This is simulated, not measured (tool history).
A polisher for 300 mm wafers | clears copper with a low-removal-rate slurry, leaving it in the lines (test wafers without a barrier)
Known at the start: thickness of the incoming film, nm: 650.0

run	hour	flow of slurry (ml/min)	pressure of the wafer on the pad (kPa)	speed of the pad under the wafer (cm/s)	abrasive content of the slurry	overpolish time after the end point (s)	time until the end point was called (s)	dishing of a wide line in a test structure (nm)
1	0	270	28.3	102	1	16	149.69	46.229
2	8.5	270	24.1	102	1	16	177.56	40.767
3	15.1	270	28.3	102	1	13	148.77	39.933
4	19.7	270	31	102	1	11	140.99	36.973
5	25.7	270	37.2	102	1	11	115.93	44.324
6	30.3	335	37.2	102	1	11	113.73	43.98
7	33.3	355	38.6	104	1	10	105.27	42.68

Forecast run 8:
8	39	355	40	104	1	9	?	?

time until the end point was called (s): 104.21
dishing of a wide line in a test structure (nm): 39.899
